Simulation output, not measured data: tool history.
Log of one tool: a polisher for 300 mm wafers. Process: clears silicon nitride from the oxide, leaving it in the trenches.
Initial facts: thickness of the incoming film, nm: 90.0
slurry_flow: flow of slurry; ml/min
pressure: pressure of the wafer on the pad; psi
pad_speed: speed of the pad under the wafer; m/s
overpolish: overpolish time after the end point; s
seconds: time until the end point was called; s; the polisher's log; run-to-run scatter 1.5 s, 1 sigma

| run | hour | slurry_flow | pressure | pad_speed | overpolish | seconds |
|---|---|---|---|---|---|---|
| 1 | 0 | 210 | 3.1 | 1.2 | 7 | 67.535 |
| 2 | 3.9 | 210 | 3.1 | 1.2 | 7 | 66.99 |
| 3 | 8.2 | 210 | 2.6 | 1.14 | 7 | 80.916 |
| 4 | 12.9 | 205 | 2.2 | 1.08 | 7 | 100.54 |
| 5 | 18.6 | 205 | 2.6 | 1.08 | 7 | 85.543 |
| 6 | 19.4 | 205 | 2.2 | 1.06 | 7 | 100.05 |
| 7 | 23.5 | 205 | 1.9 | 1.04 | 7 | 116.8 |

The next listed run, before its measurement:
| 8 | 28.7 | 205 | 1.8 | 1.04 | 7 | ? |

{"run 8": {"seconds": 123.76}}
